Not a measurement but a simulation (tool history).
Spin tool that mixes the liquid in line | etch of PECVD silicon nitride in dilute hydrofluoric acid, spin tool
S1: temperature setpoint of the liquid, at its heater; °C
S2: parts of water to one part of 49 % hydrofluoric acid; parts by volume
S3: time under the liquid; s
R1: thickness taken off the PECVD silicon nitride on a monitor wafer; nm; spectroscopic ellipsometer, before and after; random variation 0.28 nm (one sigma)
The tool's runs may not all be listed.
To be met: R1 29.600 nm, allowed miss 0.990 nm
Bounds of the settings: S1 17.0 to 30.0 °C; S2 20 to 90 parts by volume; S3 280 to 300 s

{"run": 1, "day": 0.0, "S1": 22.0, "S2": 50, "S3": 280, "R1": 18.628}
{"run": 2, "day": 0.267, "S1": 19.5, "S2": 50, "S3": 280, "R1": 15.667}
{"run": 3, "day": 0.329, "S1": 17.5, "S2": 50, "S3": 280, "R1": 13.967}
{"run": 4, "day": 0.421, "S1": 17.5, "S2": 40, "S3": 280, "R1": 17.185}
{"run": 5, "day": 0.562, "S1": 17.5, "S2": 40, "S3": 300, "R1": 18.216}
{"run": 6, "day": 0.679, "S1": 17.0, "S2": 40, "S3": 300, "R1": 17.496}
{"run": 7, "day": 0.858, "S1": 18.0, "S2": 40, "S3": 300, "R1": 18.574}
{"run": 8, "day": 0.908, "S1": 19.0, "S2": 40, "S3": 300, "R1": 19.987}
{"run": 9, "day": 1.175, "S1": 19.5, "S2": 40, "S3": 300, "R1": 21.082}
{"run": 10, "day": 1.317, "S1": 20.0, "S2": 40, "S3": 300, "R1": 21.742}
{"day": 1.596, "done": "hydrofluoric acid flow meter replaced"}
{"run": 11, "day": 1.596, "S1": 20.5, "S2": 40, "S3": 300, "R1": 20.438}
{"run": 12, "day": 1.771, "S1": 21.5, "S2": 40, "S3": 300, "R1": 22.773}
{"run": 13, "day": 1.854, "S1": 22.0, "S2": 40, "S3": 300, "R1": 23.287}
{"run": 14, "day": 2.033, "S1": 22.5, "S2": 40, "S3": 300, "R1": 23.857}
{"run": 15, "day": 2.133, "S1": 23.0, "S2": 40, "S3": 300, "R1": 24.88}
{"run": 16, "day": 2.329, "S1": 23.5, "S2": 40, "S3": 300, "R1": 25.485}

5 next moves are on the table. One of them brings every result within its allowed miss. Which?
{"run": "A", "day": 2.525, "S1": 23.5, "S2": 35, "S3": 300, "R1": "?"}
{"run": "B", "day": 2.525, "S1": 23.0, "S2": 40, "S3": 300, "R1": "?"}
{"run": "C", "day": 2.525, "S1": 24.5, "S2": 50, "S3": 300, "R1": "?"}
{"run": "D", "day": 2.525, "S1": 23.0, "S2": 45, "S3": 280, "R1": "?"}
{"run": "E", "day": 2.525, "S1": 24.5, "S2": 50, "S3": 280, "R1": "?"}

move=A R1=29.085
move=B R1=24.689
move=C R1=21.979
move=D R1=20.545
move=E R1=20.514
A: meets every target
B: further off than the last run
C: further off than the last run
D: further off than the last run
E: further off than the last run
The right move is A.
